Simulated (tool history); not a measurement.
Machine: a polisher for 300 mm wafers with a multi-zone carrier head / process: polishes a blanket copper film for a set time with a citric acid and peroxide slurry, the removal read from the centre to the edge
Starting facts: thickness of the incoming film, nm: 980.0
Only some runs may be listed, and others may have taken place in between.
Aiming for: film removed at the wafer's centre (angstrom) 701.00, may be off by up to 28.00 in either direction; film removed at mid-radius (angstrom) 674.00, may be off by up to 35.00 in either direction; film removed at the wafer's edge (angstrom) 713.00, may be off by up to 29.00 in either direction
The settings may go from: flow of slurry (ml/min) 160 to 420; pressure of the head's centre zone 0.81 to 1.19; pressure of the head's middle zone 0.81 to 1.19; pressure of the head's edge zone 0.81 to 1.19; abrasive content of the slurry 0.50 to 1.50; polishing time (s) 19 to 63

run  hour  flow of slurry (ml/min)  pressure of the head's centre zone  pressure of the head's middle zone  pressure of the head's edge zone  abrasive content of the slurry  polishing time (s)  film removed at the wafer's centre (angstrom)  film removed at mid-radius (angstrom)  film removed at the wafer's edge (angstrom)
  1   0.0                      270                                1.00                                1.00                              1.00                            1.00                  41                                         975.60                                 994.35                                       984.94
  2   2.6                      270                                0.99                                0.97                              0.98                            0.85                  39                                         876.80                                 898.75                                       892.11
  3   7.1                      265                                0.99                                0.93                              0.97                            0.75                  38                                         828.99                                 805.22                                       845.53
  4   9.5                      265                                0.99                                0.93                              1.03                            0.75                  38                                         845.42                                 822.98                                       881.85
  5  17.9                      265                                0.99                                0.93                              1.00                            0.75                  38                                         813.70                                 816.88                                       851.29
  6  19.2                      265                                0.99                                0.90                              0.96                            0.70                  38                                         819.82                                 780.78                                       819.82
  7  24.3                      260                                0.97                                0.88                              0.93                            0.65                  38                                         791.93                                 765.33                                       802.01
  8  31.2                      250                                0.95                                0.83                              0.88                            0.50                  35                                         685.28                                 634.45                                       676.10
  9  38.8                      255                                0.95                                0.84                              0.89                            0.50                  35                                         686.89                                 638.29                                       671.04

Exactly one of the 4 candidate moves below puts every result within its allowed miss. Which one?
  A  46.4                      270                                0.94                                0.86                              0.90                            0.50                  36                                              ?                                      ?                                            ?
  B  46.4                      330                                1.12                                1.10                              0.81                            0.50                  34                                              ?                                      ?                                            ?
  C  46.4                      400                                1.05                                0.88                              0.81                            0.50                  34                                              ?                                      ?                                            ?
  D  46.4                      250                                0.89                                0.92                              0.82                            0.50                  38                                              ?                                      ?                                            ?

move  film removed at the wafer's centre (angstrom)  film removed at mid-radius (angstrom)  film removed at the wafer's edge (angstrom)
   A                                         691.38                                 667.37                                       707.64
   B                                         770.60                                 780.31                                       645.90
   C                                         743.34                                 665.56                                       655.77
   D                                         692.09                                 735.19                                       710.75
A: every result within its allowed miss
B: moves away from the targets compared with the last run
C: moves away from the targets compared with the last run
D: meets the target for the result that was furthest off, but another lies outside its allowed miss
A meets every target.
